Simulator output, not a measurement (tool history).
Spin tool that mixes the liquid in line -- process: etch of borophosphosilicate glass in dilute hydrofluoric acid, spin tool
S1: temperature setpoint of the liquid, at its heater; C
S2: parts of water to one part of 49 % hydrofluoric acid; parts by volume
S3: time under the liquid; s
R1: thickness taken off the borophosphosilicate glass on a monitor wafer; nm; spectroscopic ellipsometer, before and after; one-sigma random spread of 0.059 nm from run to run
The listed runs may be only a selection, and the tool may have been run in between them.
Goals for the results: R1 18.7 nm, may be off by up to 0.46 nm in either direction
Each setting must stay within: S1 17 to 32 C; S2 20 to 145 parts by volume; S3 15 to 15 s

{"run": 1, "day": 0.0, "S1": 24, "S2": 80, "S3": 15, "R1": 8.0505}
{"run": 2, "day": 0.054, "S1": 22, "S2": 80, "S3": 15, "R1": 7.3945}
{"run": 3, "day": 0.308, "S1": 24, "S2": 70, "S3": 15, "R1": 9.2571}
{"run": 4, "day": 0.542, "S1": 25.5, "S2": 65, "S3": 15, "R1": 10.679}
{"run": 5, "day": 0.575, "S1": 23, "S2": 65, "S3": 15, "R1": 9.6427}
{"run": 6, "day": 0.7, "S1": 26, "S2": 65, "S3": 15, "R1": 10.947}
{"run": 7, "day": 0.988, "S1": 27, "S2": 60, "S3": 15, "R1": 12.35}
{"run": 8, "day": 1.058, "S1": 31, "S2": 45, "S3": 15, "R1": 19.737}
{"run": 9, "day": 1.146, "S1": 30.5, "S2": 45, "S3": 15, "R1": 19.485}

Pick the move, out of 5, that brings all results within their allowed miss; only one does.
{"run": "A", "day": 1.233, "S1": 29, "S2": 40, "S3": 15, "R1": "?"}
{"run": "B", "day": 1.233, "S1": 28, "S2": 40, "S3": 15, "R1": "?"}
{"run": "C", "day": 1.233, "S1": 29.5, "S2": 45, "S3": 15, "R1": "?"}
{"run": "D", "day": 1.233, "S1": 28.5, "S2": 40, "S3": 15, "R1": "?"}
{"run": "E", "day": 1.233, "S1": 32, "S2": 45, "S3": 15, "R1": "?"}

move=A R1=20.814
move=B R1=19.996
move=C R1=18.729
move=D R1=20.402
move=E R1=20.658
A: further off than the last run
B: further off than the last run
C: meets every target
D: further off than the last run
E: further off than the last run
Correct choice: C, which meets every target

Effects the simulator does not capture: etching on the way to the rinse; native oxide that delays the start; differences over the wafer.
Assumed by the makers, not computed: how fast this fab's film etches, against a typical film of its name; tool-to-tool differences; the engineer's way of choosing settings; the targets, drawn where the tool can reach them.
